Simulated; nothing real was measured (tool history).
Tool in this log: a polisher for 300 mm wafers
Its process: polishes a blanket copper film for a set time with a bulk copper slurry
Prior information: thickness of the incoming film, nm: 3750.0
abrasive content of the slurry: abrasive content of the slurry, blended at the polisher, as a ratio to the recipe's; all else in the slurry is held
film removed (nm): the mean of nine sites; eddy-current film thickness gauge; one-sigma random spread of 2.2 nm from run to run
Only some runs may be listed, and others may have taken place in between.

run  hour  flow of slurry (ml/min)  pressure of the wafer on the pad (kPa)  speed of the pad under the wafer (cm/s)  abrasive content of the slurry  polishing time (s)  film removed (nm)
  1   0.0                      290                                    17.9                                      142                             1.0                  17             225.23
  2   6.4                      290                                    17.9                                      142                             1.1                  17             227.84
  3  12.0                      290                                    17.9                                      178                             1.1                  17             282.41
  4  13.0                      290                                    20.7                                      178                             1.1                  17             317.06
  5  20.8                      290                                    20.7                                      148                             1.1                  17             277.47
  6  22.2                      290                                    20.7                                      148                             1.1                  17             264.58

What will run 7 give?
  7  31.1                      290                                    19.3                                      146                             1.1                  17                  ?

Run 7 measured film removed (nm) 245.55.
